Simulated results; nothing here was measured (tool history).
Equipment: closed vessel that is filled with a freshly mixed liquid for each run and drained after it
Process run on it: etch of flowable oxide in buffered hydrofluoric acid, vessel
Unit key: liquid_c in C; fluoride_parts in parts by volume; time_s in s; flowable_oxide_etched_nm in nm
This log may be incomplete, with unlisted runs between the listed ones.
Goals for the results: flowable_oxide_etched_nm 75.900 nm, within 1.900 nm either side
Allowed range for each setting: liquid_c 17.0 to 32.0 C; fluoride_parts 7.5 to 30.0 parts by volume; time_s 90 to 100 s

| run | day | liquid_c | fluoride_parts | time_s | flowable_oxide_etched_nm |
|---|---|---|---|---|---|
| 1 | 0.000 | 25.0 | 21.0 | 90 | 102.920 |
| 2 | 0.212 | 24.0 | 21.0 | 90 | 97.313 |
| 3 | 0.275 | 21.0 | 21.0 | 90 | 81.865 |
| 4 | 0.533 | 21.0 | 21.0 | 100 | 90.257 |
| 5 | 0.733 | 21.0 | 21.0 | 100 | 90.825 |
| 6 | 0.938 | 23.5 | 21.0 | 100 | 104.690 |
| 7 | 1.138 | 22.5 | 21.0 | 100 | 99.601 |
| 8 | 1.417 | 21.5 | 21.0 | 100 | 93.754 |
| 9 | 1.479 | 21.0 | 21.0 | 100 | 90.992 |
| 10 | 1.517 | 17.0 | 21.0 | 100 | 72.326 |

Below are 5 possible settings for the next run. Only one of them brings all results inside the allowed miss of their targets. Which is it?
| A | 1.554 | 18.0 | 19.5 | 100 | ? |
| B | 1.554 | 17.5 | 18.5 | 90 | ? |
| C | 1.554 | 17.5 | 18.0 | 95 | ? |
| D | 1.554 | 17.0 | 21.0 | 95 | ? |
| E | 1.554 | 17.0 | 19.5 | 90 | ? |

| move | flowable_oxide_etched_nm |
|---|---|
| A | 81.396 |
| B | 75.003 |
| C | 81.343 |
| D | 68.870 |
| E | 69.193 |
A: takes the biggest miss from the last run beyond its target
B: in spec on every target
C: takes the biggest miss from the last run beyond its target
D: the biggest miss grows against the last run
E: the biggest miss grows against the last run
Move B is the one to make.
